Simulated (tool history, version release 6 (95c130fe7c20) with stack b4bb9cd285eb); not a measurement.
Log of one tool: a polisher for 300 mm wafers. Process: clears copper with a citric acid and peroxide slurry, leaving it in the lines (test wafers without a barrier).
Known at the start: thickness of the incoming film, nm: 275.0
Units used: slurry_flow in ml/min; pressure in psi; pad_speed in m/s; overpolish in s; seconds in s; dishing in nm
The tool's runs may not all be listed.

Run 1, hour 0.0: slurry_flow 265 ml/min, pressure 3.5 psi, pad_speed 1.36 m/s, slurry_solids 1.00, overpolish 9 s. Result: seconds 67.757 s, dishing 22.642 nm.
Run 2, hour 8.5: slurry_flow 265 ml/min, pressure 3.3 psi, pad_speed 1.28 m/s, slurry_solids 1.00, overpolish 8 s. Result: seconds 76.033 s, dishing 19.662 nm.
Run 3, hour 11.8: slurry_flow 265 ml/min, pressure 4.1 psi, pad_speed 1.28 m/s, slurry_solids 1.00, overpolish 8 s. Result: seconds 62.140 s, dishing 22.016 nm.
Run 4, hour 17.0: slurry_flow 255 ml/min, pressure 3.9 psi, pad_speed 1.22 m/s, slurry_solids 0.95, overpolish 7 s. Result: seconds 70.688 s, dishing 17.968 nm.
Run 5, hour 18.1: slurry_flow 245 ml/min, pressure 3.8 psi, pad_speed 1.16 m/s, slurry_solids 0.90, overpolish 7 s. Result: seconds 76.163 s, dishing 16.655 nm.
Run 6, hour 26.3: slurry_flow 235 ml/min, pressure 3.6 psi, pad_speed 1.10 m/s, slurry_solids 0.85, overpolish 7 s. Result: seconds 87.671 s, dishing 14.585 nm.

Predict the results of run 7:
Run 7, hour 35.0: slurry_flow 225 ml/min, pressure 3.5 psi, pad_speed 1.06 m/s, slurry_solids 0.80, overpolish 7 s. Result: seconds ?, dishing ?.

{"run 7": {"seconds": 94.295, "dishing": 14.107}}

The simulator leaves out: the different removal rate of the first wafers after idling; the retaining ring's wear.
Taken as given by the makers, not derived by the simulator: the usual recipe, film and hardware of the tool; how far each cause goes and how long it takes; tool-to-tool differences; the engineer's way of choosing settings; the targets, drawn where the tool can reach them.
